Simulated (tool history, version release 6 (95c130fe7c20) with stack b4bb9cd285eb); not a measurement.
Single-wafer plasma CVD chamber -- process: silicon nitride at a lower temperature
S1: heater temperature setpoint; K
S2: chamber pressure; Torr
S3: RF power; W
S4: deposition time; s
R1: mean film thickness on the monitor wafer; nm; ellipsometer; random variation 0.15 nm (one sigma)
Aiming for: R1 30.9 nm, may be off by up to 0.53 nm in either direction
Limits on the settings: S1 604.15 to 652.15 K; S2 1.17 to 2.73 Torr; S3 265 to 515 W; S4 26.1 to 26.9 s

| run | hour | S1 | S2 | S3 | S4 | R1 |
|---|---|---|---|---|---|---|
| 1 | 0 | 628.15 | 1.95 | 390 | 26.1 | 41.965 |
| 2 | 5.3 | 629.15 | 1.69 | 350 | 26.1 | 37.81 |
| 3 | 8.1 | 629.15 | 1.53 | 325 | 26.1 | 34.746 |
| 4 | 11.6 | 629.15 | 1.22 | 325 | 26.1 | 33.021 |
| 5 | 18.4 | 629.15 | 1.2 | 315 | 26.1 | 32.133 |
| 6 | 19 | 629.15 | 1.2 | 265 | 26.1 | 28.083 |
| 7 | 25.4 | 629.15 | 1.36 | 270 | 26.1 | 29.397 |
| 8 | 32.2 | 629.15 | 1.44 | 270 | 26.1 | 30.16 |

Next run, 5 choices. One meets every target within its allowed miss, the rest don't. Which?
| A | 39 | 640.15 | 1.5 | 265 | 26.1 | ? |
| B | 39 | 621.15 | 1.26 | 295 | 26.1 | ? |
| C | 39 | 623.15 | 1.38 | 265 | 26.1 | ? |
| D | 39 | 630.15 | 1.31 | 300 | 26.9 | ? |
| E | 39 | 631.15 | 1.42 | 290 | 26.9 | ? |

| move | R1 |
|---|---|
| A | 29.664 |
| B | 31.102 |
| C | 29.237 |
| D | 32.677 |
| E | 32.468 |
A: misses by more than the last run did
B: in spec on every target
C: misses by more than the last run did
D: pushes the last run's worst result past its target
E: pushes the last run's worst result past its target
So the answer is move B, the one that meets all the targets.
